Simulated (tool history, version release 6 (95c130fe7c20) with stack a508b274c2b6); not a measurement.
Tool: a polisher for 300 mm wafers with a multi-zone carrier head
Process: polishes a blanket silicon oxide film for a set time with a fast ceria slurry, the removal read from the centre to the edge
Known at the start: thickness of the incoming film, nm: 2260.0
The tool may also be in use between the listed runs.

| run | hour | flow of slurry (ml/min) | pressure of the head's centre zone | pressure of the head's middle zone | pressure of the head's edge zone | polishing time (s) | film removed at the wafer's centre (nm) | film removed at mid-radius (nm) | film removed at the wafer's edge (nm) |
|---|---|---|---|---|---|---|---|---|---|
| 1 | 0 | 205 | 1 | 1 | 1 | 38 | 695.15 | 706.06 | 689.52 |
| 2 | 6.1 | 205 | 1 | 1 | 1 | 46 | 827.59 | 855.85 | 837.37 |
| 3 | 9.1 | 205 | 1 | 1 | 0.97 | 46 | 820.83 | 841.89 | 831.53 |
| 4 | 12.9 | 230 | 1 | 1 | 0.97 | 46 | 856.27 | 845.77 | 830.12 |
| 5 | 16.1 | 230 | 1 | 1 | 0.92 | 46 | 833.54 | 881.39 | 811.53 |
| 6 | 19.6 | 230 | 1 | 1 | 0.92 | 54 | 986.5 | 992.93 | 944.38 |
| 7 | 24.2 | 230 | 1.01 | 0.96 | 0.92 | 50 | 928.85 | 915.78 | 892.56 |
| 8 | 30.9 | 175 | 1.09 | 0.86 | 0.89 | 40 | 734.49 | 635.61 | 671.49 |
| 9 | 33.2 | 175 | 1.09 | 0.86 | 0.89 | 40 | 744.58 | 633.77 | 673.19 |
| 10 | 38.6 | 155 | 1.03 | 0.81 | 0.83 | 38 | 671.68 | 561.01 | 616.73 |

The next listed run, before its measurement:
| 11 | 47.2 | 155 | 1.03 | 0.81 | 0.83 | 38 | ? | ? | ? |

{"run 11": {"film removed at the wafer's centre (nm)": 648.27, "film removed at mid-radius (nm)": 561.48, "film removed at the wafer's edge (nm)": 604.51}}
